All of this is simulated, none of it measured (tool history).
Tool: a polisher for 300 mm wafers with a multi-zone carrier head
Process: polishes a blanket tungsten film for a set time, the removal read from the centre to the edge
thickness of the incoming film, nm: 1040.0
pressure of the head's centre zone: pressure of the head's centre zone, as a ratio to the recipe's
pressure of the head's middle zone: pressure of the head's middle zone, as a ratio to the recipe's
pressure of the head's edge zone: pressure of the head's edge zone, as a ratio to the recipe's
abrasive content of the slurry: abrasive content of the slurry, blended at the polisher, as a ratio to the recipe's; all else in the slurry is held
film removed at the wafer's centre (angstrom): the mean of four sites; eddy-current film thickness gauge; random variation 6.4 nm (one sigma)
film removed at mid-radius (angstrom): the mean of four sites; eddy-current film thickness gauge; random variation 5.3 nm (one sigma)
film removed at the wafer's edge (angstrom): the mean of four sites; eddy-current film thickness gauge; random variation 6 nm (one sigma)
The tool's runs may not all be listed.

run    day  flow of slurry (ml/min)  pressure of the head's centre zone  pressure of the head's middle zone  pressure of the head's edge zone  abrasive content of the slurry  polishing time (s)  film removed at the wafer's centre (angstrom)  film removed at mid-radius (angstrom)  film removed at the wafer's edge (angstrom)
  1      0                      280                                   1                                   1                                 1                               1                  70                                         4183.3                                 4075.8                                       4053.6
  2  0.275                      280                                0.99                                1.01                              1.03                             1.1                  71                                         4215.5                                 4314.8                                         4331
  3  0.338                      210                                0.99                                1.01                              1.03                             1.1                  71                                         4041.6                                 4136.6                                       4182.8
  4  0.412                      230                                   1                                1.02                              1.06                            1.15                  71                                         4151.9                                 4266.6                                       4402.2
  5  0.617                      230                                   1                                1.02                              1.01                            1.15                  71                                         4275.2                                 4284.7                                       4234.2
  6  0.658                      245                                   1                                1.03                              1.04                             1.2                  71                                         4216.3                                 4311.7                                       4316.1

Forecast run 7:
  7  1.029                      250                                   1                                1.04                              1.06                            1.25                  72                                              ?                                      ?                                            ?

film removed at the wafer's centre (angstrom): 4331.1
film removed at mid-radius (angstrom): 4627.4
film removed at the wafer's edge (angstrom): 4495
